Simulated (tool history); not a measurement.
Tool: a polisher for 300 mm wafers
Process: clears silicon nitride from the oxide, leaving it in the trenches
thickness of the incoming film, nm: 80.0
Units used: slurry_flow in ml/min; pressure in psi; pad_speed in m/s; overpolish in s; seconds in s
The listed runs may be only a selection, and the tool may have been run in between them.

{"run": 1, "hour": 0.0, "slurry_flow": 180, "pressure": 2.6, "pad_speed": 0.78, "overpolish": 22, "seconds": 122.06}
{"run": 2, "hour": 7.9, "slurry_flow": 180, "pressure": 2.3, "pad_speed": 0.76, "overpolish": 22, "seconds": 138.41}
{"run": 3, "hour": 16.7, "slurry_flow": 180, "pressure": 1.8, "pad_speed": 0.76, "overpolish": 22, "seconds": 173.35}
{"run": 4, "hour": 20.3, "slurry_flow": 180, "pressure": 1.8, "pad_speed": 0.76, "overpolish": 24, "seconds": 173.53}
{"run": 5, "hour": 21.5, "slurry_flow": 180, "pressure": 1.8, "pad_speed": 0.76, "overpolish": 22, "seconds": 173.61}
{"run": 6, "hour": 26.8, "slurry_flow": 180, "pressure": 1.8, "pad_speed": 0.76, "overpolish": 24, "seconds": 175.96}

Run 7 comes next. What will it give?
{"run": 7, "hour": 28.2, "slurry_flow": 180, "pressure": 1.7, "pad_speed": 0.76, "overpolish": 24, "seconds": "?"}

seconds: 183.52 s

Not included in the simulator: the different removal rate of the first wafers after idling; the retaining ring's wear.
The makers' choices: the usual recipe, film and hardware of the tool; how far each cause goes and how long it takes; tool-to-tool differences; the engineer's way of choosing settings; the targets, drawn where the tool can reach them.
